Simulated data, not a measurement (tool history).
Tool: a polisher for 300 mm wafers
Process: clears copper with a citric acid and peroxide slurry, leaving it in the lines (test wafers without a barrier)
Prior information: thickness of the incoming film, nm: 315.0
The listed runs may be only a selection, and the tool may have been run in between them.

| run | hour | flow of slurry (ml/min) | pressure of the wafer on the pad (psi) | speed of the pad under the wafer (cm/s) | abrasive content of the slurry | overpolish time after the end point (s) | time until the end point was called (s) | dishing of a wide line in a test structure (Å) |
|---|---|---|---|---|---|---|---|---|
| 1 | 0.0 | 165 | 3.0 | 84 | 1.0 | 16 | 172.90 | 235.84 |
| 2 | 2.6 | 165 | 3.0 | 92 | 1.0 | 16 | 156.80 | 247.84 |
| 3 | 6.2 | 165 | 3.0 | 92 | 1.0 | 22 | 155.54 | 327.37 |
| 4 | 14.7 | 160 | 2.8 | 92 | 1.0 | 22 | 166.33 | 327.34 |
| 5 | 16.7 | 190 | 2.8 | 92 | 1.0 | 22 | 166.68 | 303.93 |
| 6 | 17.6 | 170 | 2.8 | 92 | 1.0 | 22 | 168.26 | 331.99 |
| 7 | 19.6 | 170 | 2.6 | 92 | 1.0 | 21 | 175.53 | 292.24 |
| 8 | 23.5 | 170 | 2.4 | 92 | 1.0 | 20 | 190.99 | 262.54 |
| 9 | 24.3 | 170 | 2.4 | 92 | 1.0 | 20 | 191.32 | 258.01 |
| 10 | 30.0 | 170 | 2.3 | 92 | 1.0 | 20 | 194.62 | 245.81 |

Predict the results of run 11:
| 11 | 33.6 | 170 | 2.2 | 92 | 1.0 | 20 | ? | ? |

time until the end point was called (s): 200.77
dishing of a wide line in a test structure (Å): 230.45
